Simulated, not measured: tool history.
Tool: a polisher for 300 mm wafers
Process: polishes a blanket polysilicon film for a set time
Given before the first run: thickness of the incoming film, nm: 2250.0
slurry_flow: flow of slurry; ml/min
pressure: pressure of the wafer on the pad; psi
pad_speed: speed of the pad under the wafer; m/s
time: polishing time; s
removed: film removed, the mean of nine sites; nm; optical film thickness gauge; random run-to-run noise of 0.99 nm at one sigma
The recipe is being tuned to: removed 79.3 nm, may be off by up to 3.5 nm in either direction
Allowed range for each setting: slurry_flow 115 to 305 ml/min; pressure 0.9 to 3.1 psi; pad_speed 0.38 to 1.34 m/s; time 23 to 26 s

run,day,slurry_flow,pressure,pad_speed,time,removed
1,0,195,2,0.86,26,126.86
2,0.088,195,1.8,0.86,26,118.74
3,0.208,155,1.8,0.86,26,114.24
4,0.375,155,1.8,0.96,26,129.13
5,0.479,155,1.5,0.94,26,102.99
6,0.625,155,1.5,0.94,26,104.35
7,0.817,155,1.3,0.94,26,90.541
8,0.967,155,1.2,0.94,26,84.483

Which one of the following 5 next-run settings gets every result inside its allowed miss? There is exactly one.
A,1.117,160,1.2,1.04,26,?
B,1.117,170,1.3,0.98,26,?
C,1.117,175,1.4,0.86,23,?
D,1.117,115,1.1,1.2,26,?
E,1.117,160,1.3,1.02,25,?

move,removed
A,92.212
B,94.824
C,79.657
D,91.742
E,93.898
A: its largest miss is bigger than the last run's
B: its largest miss is bigger than the last run's
C: all results in spec
D: its largest miss is bigger than the last run's
E: its largest miss is bigger than the last run's
C is the move that brings every result within its allowed miss.

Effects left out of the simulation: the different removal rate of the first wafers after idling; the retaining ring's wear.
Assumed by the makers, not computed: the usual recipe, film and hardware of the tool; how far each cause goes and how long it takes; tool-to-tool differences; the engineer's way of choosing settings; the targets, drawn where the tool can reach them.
